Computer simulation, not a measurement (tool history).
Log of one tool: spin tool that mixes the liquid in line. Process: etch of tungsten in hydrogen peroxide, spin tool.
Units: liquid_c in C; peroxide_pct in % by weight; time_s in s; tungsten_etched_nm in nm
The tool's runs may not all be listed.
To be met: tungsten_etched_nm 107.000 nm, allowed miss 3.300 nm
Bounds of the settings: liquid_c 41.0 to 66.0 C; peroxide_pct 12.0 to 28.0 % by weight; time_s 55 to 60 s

Run 1, hour 0.0: liquid_c 57.0 C, peroxide_pct 19.0 % by weight, time_s 55 s. Result: tungsten_etched_nm 80.376 nm.
Run 2, hour 1.9: liquid_c 58.5 C, peroxide_pct 19.0 % by weight, time_s 55 s. Result: tungsten_etched_nm 89.841 nm.
Run 3, hour 6.7: liquid_c 58.5 C, peroxide_pct 22.0 % by weight, time_s 55 s. Result: tungsten_etched_nm 95.548 nm.
Run 4, hour 13.2: liquid_c 58.5 C, peroxide_pct 22.0 % by weight, time_s 55 s. Result: tungsten_etched_nm 95.786 nm.
Run 5, hour 16.5: liquid_c 59.0 C, peroxide_pct 22.0 % by weight, time_s 55 s. Result: tungsten_etched_nm 97.622 nm.
Run 6, hour 21.5: liquid_c 54.0 C, peroxide_pct 22.0 % by weight, time_s 55 s. Result: tungsten_etched_nm 72.523 nm.
Run 7, hour 24.2: liquid_c 56.0 C, peroxide_pct 22.0 % by weight, time_s 55 s. Result: tungsten_etched_nm 83.006 nm.
Run 8, hour 30.7: liquid_c 57.0 C, peroxide_pct 22.0 % by weight, time_s 55 s. Result: tungsten_etched_nm 86.211 nm.
Run 9, hour 37.5: liquid_c 61.5 C, peroxide_pct 22.0 % by weight, time_s 55 s. Result: tungsten_etched_nm 112.280 nm.

4 next moves are on the table. One of them brings every result within its allowed miss. Which?
Run A, hour 44.3: liquid_c 62.0 C, peroxide_pct 18.5 % by weight, time_s 60 s. Result: tungsten_etched_nm ?.
Run B, hour 44.3: liquid_c 60.0 C, peroxide_pct 23.0 % by weight, time_s 55 s. Result: tungsten_etched_nm ?.
Run C, hour 44.3: liquid_c 60.0 C, peroxide_pct 22.0 % by weight, time_s 60 s. Result: tungsten_etched_nm ?.
Run D, hour 44.3: liquid_c 61.5 C, peroxide_pct 21.0 % by weight, time_s 60 s. Result: tungsten_etched_nm ?.

move  tungsten_etched_nm
   A             117.460
   B             107.080
   C             114.250
   D             121.630
A: further off than the last run
B: meets every target
C: further off than the last run
D: further off than the last run
Move B is the one to make.
